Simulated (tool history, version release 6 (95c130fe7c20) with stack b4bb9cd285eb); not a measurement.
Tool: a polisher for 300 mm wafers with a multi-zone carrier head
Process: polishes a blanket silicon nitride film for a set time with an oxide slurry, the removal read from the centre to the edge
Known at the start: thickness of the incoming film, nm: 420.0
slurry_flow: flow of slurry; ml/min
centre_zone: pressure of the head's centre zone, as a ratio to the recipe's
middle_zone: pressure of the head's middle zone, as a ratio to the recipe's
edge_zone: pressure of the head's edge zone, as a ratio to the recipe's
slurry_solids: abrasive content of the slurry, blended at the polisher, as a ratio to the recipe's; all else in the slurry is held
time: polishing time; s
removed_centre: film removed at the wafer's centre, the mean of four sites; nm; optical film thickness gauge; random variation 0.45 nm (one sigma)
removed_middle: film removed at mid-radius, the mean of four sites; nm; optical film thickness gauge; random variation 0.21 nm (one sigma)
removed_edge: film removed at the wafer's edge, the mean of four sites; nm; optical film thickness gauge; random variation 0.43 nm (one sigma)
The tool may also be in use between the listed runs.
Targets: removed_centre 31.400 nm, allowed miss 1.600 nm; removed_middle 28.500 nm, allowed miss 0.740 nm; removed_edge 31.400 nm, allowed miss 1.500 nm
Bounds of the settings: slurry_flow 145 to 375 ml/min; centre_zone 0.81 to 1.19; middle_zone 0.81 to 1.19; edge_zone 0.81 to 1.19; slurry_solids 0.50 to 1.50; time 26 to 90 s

run	day	slurry_flow	centre_zone	middle_zone	edge_zone	slurry_solids	time	removed_centre	removed_middle	removed_edge
1	0.000	240	1.00	1.00	1.00	1.00	58	44.313	45.078	43.893
2	0.254	200	1.00	1.00	1.00	1.00	58	43.689	43.964	44.294
3	0.512	200	1.00	1.00	1.00	1.20	58	47.586	48.168	47.503
4	0.567	200	0.96	1.00	1.00	1.20	58	45.910	47.762	47.632
5	0.883	165	0.96	1.00	1.00	1.20	58	43.923	47.079	46.290
6	0.962	170	0.97	0.96	0.98	1.00	57	39.572	40.810	42.249
7	1.054	180	0.99	0.93	0.95	0.85	56	37.472	36.005	36.936
8	1.138	175	0.98	0.90	0.94	0.80	56	35.082	33.246	36.029
9	1.392	175	0.97	0.88	0.91	0.75	56	33.514	31.207	33.125
10	1.625	160	0.92	0.81	0.89	0.75	56	31.451	28.539	32.904

4 next moves are on the table. One of them brings every result within its allowed miss. Which?
A	1.858	175	0.93	0.81	0.83	0.80	52	?	?	?
B	1.858	205	0.83	0.81	0.83	0.60	62	?	?	?
C	1.858	165	0.86	0.83	0.99	0.70	56	?	?	?
D	1.858	150	0.85	0.86	0.91	0.80	51	?	?	?

move	removed_centre	removed_middle	removed_edge
A	31.191	28.453	31.718
B	28.404	28.447	31.463
C	28.377	28.259	33.591
D	27.319	28.362	31.644
A: meets every target
B: brings the result that was furthest off to its target, and leaves another outside
C: further off than the last run
D: brings the result that was furthest off to its target, and leaves another outside
Move A is the one to make.

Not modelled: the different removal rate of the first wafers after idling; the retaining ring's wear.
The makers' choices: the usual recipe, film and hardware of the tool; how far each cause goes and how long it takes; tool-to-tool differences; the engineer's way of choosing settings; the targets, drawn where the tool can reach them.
